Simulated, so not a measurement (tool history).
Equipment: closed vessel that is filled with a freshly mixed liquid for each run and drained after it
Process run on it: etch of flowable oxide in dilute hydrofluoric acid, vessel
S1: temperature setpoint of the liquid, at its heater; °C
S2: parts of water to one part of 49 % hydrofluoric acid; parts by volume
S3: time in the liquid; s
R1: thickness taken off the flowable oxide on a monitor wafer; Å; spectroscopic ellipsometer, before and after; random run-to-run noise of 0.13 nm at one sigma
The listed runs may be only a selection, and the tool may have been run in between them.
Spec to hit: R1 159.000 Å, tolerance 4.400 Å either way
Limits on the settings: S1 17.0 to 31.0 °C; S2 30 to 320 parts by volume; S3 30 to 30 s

run 1 hour=0.0 | S1=23.0 S2=175 S3=30 | R1=48.545
run 2 hour=6.0 | S1=23.0 S2=150 S3=30 | R1=59.217
run 3 hour=7.3 | S1=24.5 S2=150 S3=30 | R1=61.591
run 4 hour=14.2 | S1=26.5 S2=120 S3=30 | R1=85.754
run 5 hour=19.0 | S1=28.0 S2=105 S3=30 | R1=107.960
run 6 hour=27.3 | S1=29.0 S2=95 S3=30 | R1=124.480
run 7 hour=36.5 | S1=29.5 S2=90 S3=30 | R1=135.410
run 8 hour=42.1 | S1=30.0 S2=85 S3=30 | R1=146.290
run 9 hour=44.7 | S1=30.5 S2=85 S3=30 | R1=148.600

Which one of the following 4 next-run settings gets every result inside its allowed miss? There is exactly one.
run A hour=47.3 | S1=26.5 S2=65 S3=30 | R1=?
run B hour=47.3 | S1=30.5 S2=80 S3=30 | R1=?
run C hour=47.3 | S1=31.0 S2=75 S3=30 | R1=?
run D hour=47.3 | S1=31.0 S2=85 S3=30 | R1=?

move=A R1=172.740
move=B R1=160.520
move=C R1=175.810
move=D R1=152.820
A: pushes the last run's worst result past its target
B: every result within its allowed miss
C: pushes the last run's worst result past its target
D: nearer the targets than the last run, but a result is still out of spec
So the answer is move B, the one that meets all the targets.

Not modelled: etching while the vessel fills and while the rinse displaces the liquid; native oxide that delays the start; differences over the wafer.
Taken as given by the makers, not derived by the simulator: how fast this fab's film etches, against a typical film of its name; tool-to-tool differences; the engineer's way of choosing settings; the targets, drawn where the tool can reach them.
